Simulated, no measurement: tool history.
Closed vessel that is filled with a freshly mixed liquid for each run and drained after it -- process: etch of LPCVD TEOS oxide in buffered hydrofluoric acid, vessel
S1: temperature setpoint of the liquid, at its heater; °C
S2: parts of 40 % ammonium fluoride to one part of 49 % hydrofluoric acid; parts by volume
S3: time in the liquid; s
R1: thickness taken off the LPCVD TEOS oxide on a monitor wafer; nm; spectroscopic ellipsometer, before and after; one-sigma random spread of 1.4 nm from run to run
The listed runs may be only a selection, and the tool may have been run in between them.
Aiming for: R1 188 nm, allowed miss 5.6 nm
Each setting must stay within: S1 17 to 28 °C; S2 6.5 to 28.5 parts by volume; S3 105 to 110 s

run 1 hour=0 | S1=20 S2=17.5 S3=105 | R1=139.06
run 2 hour=5.9 | S1=21.5 S2=17.5 S3=105 | R1=150.84
run 3 hour=11.3 | S1=21.5 S2=12.5 S3=105 | R1=208.75
run 4 hour=18.1 | S1=21 S2=12.5 S3=105 | R1=204.39
run 5 hour=19.4 | S1=20.5 S2=12.5 S3=105 | R1=198.38
run 6 hour=25.3 | S1=20.5 S2=12.5 S3=110 | R1=206.67
run 7 hour=26.3 | S1=20 S2=12.5 S3=110 | R1=201.09
run 8 hour=28.3 | S1=19.5 S2=12.5 S3=110 | R1=198.89

Of the 4 settings listed for the next run, only one would bring every result within its allowed miss of target. Which one?
run A hour=30.3 | S1=21.5 S2=13 S3=105 | R1=?
run B hour=30.3 | S1=22.5 S2=13 S3=105 | R1=?
run C hour=30.3 | S1=22 S2=12 S3=105 | R1=?
run D hour=30.3 | S1=19 S2=12 S3=105 | R1=?

move=A R1=201.86
move=B R1=213.33
move=C R1=224.44
move=D R1=189.82
A: the biggest miss grows against the last run
B: the biggest miss grows against the last run
C: the biggest miss grows against the last run
D: every result lands within tolerance
Go with D: it meets all targets.
